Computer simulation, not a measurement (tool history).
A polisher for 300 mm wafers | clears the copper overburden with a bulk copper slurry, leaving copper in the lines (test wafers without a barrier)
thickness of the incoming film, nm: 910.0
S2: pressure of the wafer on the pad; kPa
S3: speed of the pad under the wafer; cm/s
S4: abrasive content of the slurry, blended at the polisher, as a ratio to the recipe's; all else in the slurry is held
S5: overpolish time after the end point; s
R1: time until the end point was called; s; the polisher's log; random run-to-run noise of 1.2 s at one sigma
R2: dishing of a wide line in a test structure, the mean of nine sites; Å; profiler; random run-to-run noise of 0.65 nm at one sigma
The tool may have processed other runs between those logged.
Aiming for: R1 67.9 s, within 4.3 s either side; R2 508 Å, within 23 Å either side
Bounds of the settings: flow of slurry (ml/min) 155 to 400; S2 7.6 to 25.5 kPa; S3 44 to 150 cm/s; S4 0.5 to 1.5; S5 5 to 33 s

Run 1, hour 0: flow of slurry (ml/min) 255, S2 16.5 kPa, S3 96 cm/s, S4 1, S5 17 s. Result: R1 110.48 s, R2 433.25 Å.
Run 2, hour 4: flow of slurry (ml/min) 255, S2 15.2 kPa, S3 96 cm/s, S4 1, S5 17 s. Result: R1 120.67 s, R2 432.06 Å.
Run 3, hour 6.2: flow of slurry (ml/min) 255, S2 16.5 kPa, S3 98 cm/s, S4 1, S5 18 s. Result: R1 109.45 s, R2 449.42 Å.
Run 4, hour 8.5: flow of slurry (ml/min) 255, S2 17.9 kPa, S3 100 cm/s, S4 1, S5 18 s. Result: R1 98.175 s, R2 466.91 Å.
Run 5, hour 13.6: flow of slurry (ml/min) 290, S2 17.9 kPa, S3 100 cm/s, S4 1, S5 18 s. Result: R1 99.46 s, R2 468.93 Å.
Run 6, hour 17.7: flow of slurry (ml/min) 290, S2 18.6 kPa, S3 100 cm/s, S4 1, S5 17 s. Result: R1 99.016 s, R2 474.32 Å.
Run 7, hour 24.6: flow of slurry (ml/min) 280, S2 20 kPa, S3 102 cm/s, S4 1, S5 16 s. Result: R1 88.964 s, R2 462.1 Å.
Run 8, hour 26.9: flow of slurry (ml/min) 280, S2 20.7 kPa, S3 102 cm/s, S4 1, S5 16 s. Result: R1 85.318 s, R2 469.85 Å.
Run 9, hour 30: flow of slurry (ml/min) 280, S2 21.4 kPa, S3 102 cm/s, S4 1, S5 16 s. Result: R1 83.008 s, R2 474.23 Å.

Pick the move, out of 5, that brings all results within their allowed miss; only one does.
Run A, hour 33.1: flow of slurry (ml/min) 310, S2 24.1 kPa, S3 86 cm/s, S4 0.7, S5 13 s. Result: R1 ?, R2 ?.
Run B, hour 33.1: flow of slurry (ml/min) 335, S2 19.3 kPa, S3 80 cm/s, S4 0.95, S5 25 s. Result: R1 ?, R2 ?.
Run C, hour 33.1: flow of slurry (ml/min) 220, S2 22.1 kPa, S3 118 cm/s, S4 1.2, S5 19 s. Result: R1 ?, R2 ?.
Run D, hour 33.1: flow of slurry (ml/min) 290, S2 20 kPa, S3 98 cm/s, S4 1, S5 13 s. Result: R1 ?, R2 ?.
Run E, hour 33.1: flow of slurry (ml/min) 275, S2 20 kPa, S3 76 cm/s, S4 0.95, S5 18 s. Result: R1 ?, R2 ?.

move      R1      R2
   A  94.509  440.18
   B  115.78  473.95
   C  68.797  493.16
   D  91.971  436.38
   E  119.78  443.77
A: lands further from the targets than the last run did
B: lands further from the targets than the last run did
C: hits every target within its allowed miss
D: lands further from the targets than the last run did
E: lands further from the targets than the last run did
C meets every target.
